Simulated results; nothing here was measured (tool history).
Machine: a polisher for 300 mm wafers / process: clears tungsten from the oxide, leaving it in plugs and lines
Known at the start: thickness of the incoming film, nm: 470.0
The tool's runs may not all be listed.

run    day  flow of slurry (ml/min)  pressure of the wafer on the pad (kPa)  speed of the pad under the wafer (m/s)  abrasive content of the slurry  overpolish time after the end point (s)  time until the end point was called (s)
  1  0.000                      125                                    29.0                                    1.36                            1.00                                        4                                   73.452
  2  0.317                      125                                    29.0                                    1.06                            1.00                                        4                                   91.475
  3  0.562                       95                                    29.0                                    1.06                            1.00                                        4                                   96.123
  4  0.771                       95                                    29.0                                    0.74                            1.00                                        4                                  123.720
  5  0.950                      100                                    31.7                                    0.84                            1.00                                        4                                  103.650
  6  1.054                      100                                    31.7                                    0.84                            0.80                                        4                                  107.730
  7  1.271                      105                                    33.8                                    0.94                            0.80                                        4                                   93.989
  8  1.425                      105                                    35.9                                    1.02                            0.80                                        4                                   83.466
  9  1.758                      125                                    44.1                                    1.40                            0.85                                        4                                   50.963
 10  2.071                      125                                    44.1                                    1.44                            0.85                                        4                                   50.283
 11  2.333                      125                                    44.1                                    1.48                            0.85                                        4                                   47.439
 12  2.671                      125                                    44.1                                    1.50                            0.85                                        4                                   47.146
 13  2.988                      125                                    44.1                                    1.52                            0.85                                        4                                   46.127
 14  3.104                      125                                    44.1                                    1.54                            0.85                                        4                                   46.485

For run 15, what comes out?
 15  3.217                      125                                    44.1                                    1.56                            0.85                                        4                                        ?

time until the end point was called (s): 46.106
